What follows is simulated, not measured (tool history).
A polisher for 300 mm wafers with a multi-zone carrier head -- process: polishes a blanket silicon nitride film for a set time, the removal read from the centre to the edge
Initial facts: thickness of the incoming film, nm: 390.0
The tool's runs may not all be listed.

| run | hour | flow of slurry (ml/min) | pressure of the head's centre zone | pressure of the head's middle zone | pressure of the head's edge zone | polishing time (s) | film removed at the wafer's centre (angstrom) | film removed at mid-radius (angstrom) | film removed at the wafer's edge (angstrom) |
|---|---|---|---|---|---|---|---|---|---|
| 1 | 0 | 175 | 1 | 1 | 1 | 67 | 1200.3 | 1110.4 | 1160.6 |
| 2 | 5.9 | 175 | 1 | 0.97 | 1 | 67 | 1230.9 | 1081.5 | 1156.4 |
| 3 | 14.6 | 185 | 1.01 | 0.99 | 1.02 | 68 | 1252.7 | 1134.5 | 1201.6 |
| 4 | 22 | 190 | 1.03 | 1.01 | 1.04 | 69 | 1295.5 | 1181.7 | 1202.5 |
| 5 | 29.5 | 195 | 1.03 | 1.01 | 1.05 | 71 | 1328.8 | 1217.9 | 1245.7 |
| 6 | 37.9 | 195 | 1.03 | 1.01 | 1.06 | 73 | 1373.5 | 1232.1 | 1330.6 |
| 7 | 40.8 | 200 | 1.04 | 1.03 | 1.07 | 74 | 1434.2 | 1274.3 | 1343.7 |
| 8 | 49.8 | 205 | 1.04 | 1.05 | 1.08 | 75 | 1487.4 | 1338.3 | 1354.1 |

Estimate the outcome of run 9 from the log above:
| 9 | 56.4 | 210 | 1.03 | 1.06 | 1.09 | 76 | ? | ? | ? |

film removed at the wafer's centre (angstrom): 1480.3
film removed at mid-radius (angstrom): 1358.9
film removed at the wafer's edge (angstrom): 1393.1
